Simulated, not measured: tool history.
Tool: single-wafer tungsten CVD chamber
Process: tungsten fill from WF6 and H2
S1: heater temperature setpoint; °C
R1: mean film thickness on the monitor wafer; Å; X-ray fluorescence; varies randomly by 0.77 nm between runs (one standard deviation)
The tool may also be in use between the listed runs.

Run 1, hour 0: S1 390 °C, chamber pressure (Pa) 6133, deposition time (s) 43.6. Result: R1 1290.8 Å.
Run 2, hour 5.8: S1 390 °C, chamber pressure (Pa) 6826, deposition time (s) 43.6. Result: R1 1379.3 Å.
Run 3, hour 12.9: S1 381 °C, chamber pressure (Pa) 6826, deposition time (s) 43.6. Result: R1 1185.5 Å.
Run 4, hour 19.2: S1 385 °C, chamber pressure (Pa) 6826, deposition time (s) 43.6. Result: R1 1273.3 Å.
Run 5, hour 23.3: S1 386 °C, chamber pressure (Pa) 6839, deposition time (s) 43.6. Result: R1 1306.2 Å.
Run 6, hour 32.2: S1 387 °C, chamber pressure (Pa) 6853, deposition time (s) 43.6. Result: R1 1318.5 Å.
Run 7, hour 34.2: S1 388 °C, chamber pressure (Pa) 6866, deposition time (s) 43.6. Result: R1 1347.9 Å.
Run 8, hour 38.1: S1 389 °C, chamber pressure (Pa) 6866, deposition time (s) 43.6. Result: R1 1369 Å.

Run 9, settings as shown, results not yet in. Your forecast:
At hour 46.9: thermocouple changed; heater temperature recalibrated.
Run 9, hour 46.9: S1 390 °C, chamber pressure (Pa) 6866, deposition time (s) 43.6. Result: R1 ?.

R1: 1264.7 Å
